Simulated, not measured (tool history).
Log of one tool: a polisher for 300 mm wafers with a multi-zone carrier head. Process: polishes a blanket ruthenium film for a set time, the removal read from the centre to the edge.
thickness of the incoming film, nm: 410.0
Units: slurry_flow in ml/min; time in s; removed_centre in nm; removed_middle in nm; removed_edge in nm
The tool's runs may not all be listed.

run 1 hour=0.0 | slurry_flow=310 centre_zone=1.00 middle_zone=1.00 edge_zone=1.00 time=33 | removed_centre=22.639 removed_middle=22.880 removed_edge=22.076
run 2 hour=1.1 | slurry_flow=310 centre_zone=1.00 middle_zone=1.00 edge_zone=1.00 time=26 | removed_centre=17.997 removed_middle=18.294 removed_edge=17.854
run 3 hour=8.0 | slurry_flow=275 centre_zone=1.00 middle_zone=1.00 edge_zone=1.00 time=26 | removed_centre=18.039 removed_middle=17.661 removed_edge=17.222
run 4 hour=10.9 | slurry_flow=260 centre_zone=0.98 middle_zone=1.01 edge_zone=0.97 time=25 | removed_centre=16.692 removed_middle=17.329 removed_edge=16.354
run 5 hour=18.3 | slurry_flow=245 centre_zone=0.98 middle_zone=1.01 edge_zone=0.94 time=25 | removed_centre=16.526 removed_middle=17.029 removed_edge=15.935
run 6 hour=23.7 | slurry_flow=235 centre_zone=0.98 middle_zone=1.01 edge_zone=0.92 time=25 | removed_centre=16.308 removed_middle=17.347 removed_edge=15.931

Run 7 comes next. What will it give?
run 7 hour=30.0 | slurry_flow=225 centre_zone=0.99 middle_zone=1.01 edge_zone=0.90 time=24 | removed_centre=? removed_middle=? removed_edge=?

Run 7 gave removed_centre 15.765 nm, removed_middle 16.108 nm, removed_edge 14.891 nm.
